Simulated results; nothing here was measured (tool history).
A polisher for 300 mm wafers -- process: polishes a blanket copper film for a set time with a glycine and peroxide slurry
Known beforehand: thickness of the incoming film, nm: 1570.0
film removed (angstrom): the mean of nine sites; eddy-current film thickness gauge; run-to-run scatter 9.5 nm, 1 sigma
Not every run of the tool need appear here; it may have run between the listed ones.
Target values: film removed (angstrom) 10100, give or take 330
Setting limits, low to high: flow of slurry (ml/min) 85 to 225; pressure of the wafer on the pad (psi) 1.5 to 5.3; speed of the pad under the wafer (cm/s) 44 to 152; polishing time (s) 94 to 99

run,hour,flow of slurry (ml/min),pressure of the wafer on the pad (psi),speed of the pad under the wafer (cm/s),polishing time (s),film removed (angstrom)
1,0,145,3.4,98,94,6575.9
2,6.8,125,3.4,98,94,6444.3
3,12.8,130,3.9,98,94,7321.9
4,21.1,145,3.9,98,94,7468
5,29.4,150,4.2,98,94,8060.1
6,32.9,155,4.4,98,94,8342.2
7,37.7,155,4.6,98,94,8721.2
8,45,160,4.8,98,94,9115.2
9,53.6,160,4.9,98,94,9227
10,58.6,165,5,98,94,9429.4
11,65.8,165,5,98,94,9437.4
12,67.4,165,5,98,94,9394.7
13,74,165,5.1,98,94,9567

Of the 5 settings listed for the next run, only one would bring every result within its allowed miss of target. Which one?
A,80.6,155,5.3,94,97,?
B,80.6,135,4.9,98,98,?
C,80.6,165,4.8,90,95,?
D,80.6,150,4.9,90,94,?
E,80.6,170,4.9,86,96,?

move,film removed (angstrom)
A,10086
B,9463.3
C,8937.2
D,8858.4
E,9031.6
A: in spec on every target
B: moves away from the targets compared with the last run
C: moves away from the targets compared with the last run
D: moves away from the targets compared with the last run
E: moves away from the targets compared with the last run
So the answer is move A, the one that meets all the targets.

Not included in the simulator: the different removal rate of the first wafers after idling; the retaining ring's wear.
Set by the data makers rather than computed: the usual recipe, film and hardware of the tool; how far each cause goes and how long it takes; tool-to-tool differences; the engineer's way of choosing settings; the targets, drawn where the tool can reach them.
